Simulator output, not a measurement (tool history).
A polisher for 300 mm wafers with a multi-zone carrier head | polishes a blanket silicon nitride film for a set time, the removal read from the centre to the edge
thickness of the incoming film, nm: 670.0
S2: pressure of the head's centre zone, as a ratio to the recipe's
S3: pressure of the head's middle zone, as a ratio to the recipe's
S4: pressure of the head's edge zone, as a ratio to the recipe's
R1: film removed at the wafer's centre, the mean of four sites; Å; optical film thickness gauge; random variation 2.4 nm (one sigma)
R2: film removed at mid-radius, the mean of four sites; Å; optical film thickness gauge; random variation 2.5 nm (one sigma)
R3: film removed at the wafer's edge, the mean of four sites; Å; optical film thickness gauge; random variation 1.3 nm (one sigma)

Run 1, hour 0.0: flow of slurry (ml/min) 285, S2 1.00, S3 1.00, S4 1.00, polishing time (s) 90. Result: R1 1773.2 Å, R2 1826.4 Å, R3 1797.6 Å.
Run 2, hour 2.1: flow of slurry (ml/min) 285, S2 0.93, S3 1.00, S4 1.00, polishing time (s) 90. Result: R1 1678.8 Å, R2 1814.2 Å, R3 1814.1 Å.
Run 3, hour 3.5: flow of slurry (ml/min) 285, S2 0.85, S3 1.00, S4 1.00, polishing time (s) 90. Result: R1 1518.7 Å, R2 1834.2 Å, R3 1803.2 Å.
Run 4, hour 8.9: flow of slurry (ml/min) 285, S2 0.89, S3 1.00, S4 1.00, polishing time (s) 90. Result: R1 1589.2 Å, R2 1854.4 Å, R3 1792.4 Å.
Run 5, hour 17.6: flow of slurry (ml/min) 285, S2 0.89, S3 0.94, S4 1.00, polishing time (s) 90. Result: R1 1559.5 Å, R2 1759.4 Å, R3 1796.1 Å.
Run 6, hour 21.8: flow of slurry (ml/min) 295, S2 0.91, S3 0.95, S4 1.05, polishing time (s) 91. Result: R1 1673.1 Å, R2 1762.3 Å, R3 1868.7 Å.
Run 7, hour 24.9: flow of slurry (ml/min) 295, S2 0.91, S3 0.95, S4 1.05, polishing time (s) 91. Result: R1 1620.2 Å, R2 1824.1 Å, R3 1888.2 Å.
Run 8, hour 31.7: flow of slurry (ml/min) 305, S2 0.93, S3 0.94, S4 1.08, polishing time (s) 91. Result: R1 1666.3 Å, R2 1779.2 Å, R3 1880.4 Å.
Run 9, hour 34.6: flow of slurry (ml/min) 300, S2 0.91, S3 0.93, S4 1.15, polishing time (s) 101. Result: R1 1845.6 Å, R2 1960.1 Å, R3 2168.9 Å.
Run 10, hour 38.7: flow of slurry (ml/min) 295, S2 0.91, S3 0.93, S4 1.14, polishing time (s) 101. Result: R1 1816.1 Å, R2 1936.5 Å, R3 2153.6 Å.

The next listed run, before its measurement:
Run 11, hour 41.0: flow of slurry (ml/min) 290, S2 0.91, S3 0.93, S4 1.13, polishing time (s) 101. Result: R1 ?, R2 ?, R3 ?.

R1: 1788.9 Å
R2: 1936.7 Å
R3: 2140.6 Å

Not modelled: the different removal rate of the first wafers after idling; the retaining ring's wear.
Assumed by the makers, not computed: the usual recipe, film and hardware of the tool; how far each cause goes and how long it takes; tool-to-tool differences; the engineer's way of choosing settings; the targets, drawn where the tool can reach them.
